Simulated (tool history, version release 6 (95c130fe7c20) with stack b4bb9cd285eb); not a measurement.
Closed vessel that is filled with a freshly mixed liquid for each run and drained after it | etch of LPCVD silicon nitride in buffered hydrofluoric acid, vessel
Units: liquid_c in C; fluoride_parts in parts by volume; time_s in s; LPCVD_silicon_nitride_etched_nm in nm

| run | hour | liquid_c | fluoride_parts | time_s | LPCVD_silicon_nitride_etched_nm |
|---|---|---|---|---|---|
| 1 | 0 | 24 | 7.5 | 295 | 5.5679 |
| 2 | 0.9 | 24 | 7.5 | 295 | 5.5706 |
| 3 | 6 | 23 | 7.5 | 295 | 5.2507 |
| 4 | 14.7 | 22.5 | 7.5 | 295 | 5.1201 |
| 5 | 19.1 | 22.5 | 7.5 | 220 | 3.8141 |
| 6 | 20.4 | 23 | 7.5 | 220 | 3.9371 |
| 7 | 27.2 | 23.5 | 7.5 | 220 | 4.0601 |
| 8 | 28.5 | 24.5 | 7.5 | 220 | 4.2763 |

Run 9 comes next. What will it give?
| 9 | 30.9 | 25.5 | 7.5 | 220 | ? |

Run 9 gave LPCVD_silicon_nitride_etched_nm 4.5079 nm.
